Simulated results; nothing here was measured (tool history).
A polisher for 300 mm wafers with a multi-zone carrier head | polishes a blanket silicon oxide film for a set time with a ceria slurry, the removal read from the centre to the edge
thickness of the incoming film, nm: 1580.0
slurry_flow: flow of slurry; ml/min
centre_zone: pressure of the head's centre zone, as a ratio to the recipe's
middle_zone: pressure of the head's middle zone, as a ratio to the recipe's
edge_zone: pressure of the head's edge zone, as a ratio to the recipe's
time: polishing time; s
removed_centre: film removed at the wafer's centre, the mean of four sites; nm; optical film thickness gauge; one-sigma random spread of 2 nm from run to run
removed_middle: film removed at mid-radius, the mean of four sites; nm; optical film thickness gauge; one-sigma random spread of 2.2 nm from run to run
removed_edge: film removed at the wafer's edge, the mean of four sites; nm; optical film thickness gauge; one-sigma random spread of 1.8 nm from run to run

run  hour  slurry_flow  centre_zone  middle_zone  edge_zone  time  removed_centre  removed_middle  removed_edge
  1     0          190            1            1          1    58          161.35          164.28        163.79
  2   2.6          190            1            1       1.08    58          160.86          162.99        172.79
  3   8.5          190         0.94            1       1.08    58          147.82          163.62        173.63
  4  16.1          200         0.96         1.04        1.1    60          162.44          172.75        179.22
  5  20.1          200         0.96         1.04        1.1    46          122.62          134.11        137.97
  6  20.7          200         0.96         1.04       1.02    46           122.3          136.57        133.29
  7  26.2          200         0.96         1.06       1.04    53          143.01          156.58        154.09
  8  32.3          200         0.95         1.08       1.05    57          151.33          171.95        165.01
  9  37.3          200         0.95         1.09       1.07    60          157.48          184.68        176.98

What will run 10 give?
 10  44.5          205         0.96          1.1       1.09    62               ?               ?             ?

Logged for run 10: removed_centre 165.48 nm, removed_middle 189.9 nm, removed_edge 184.56 nm.
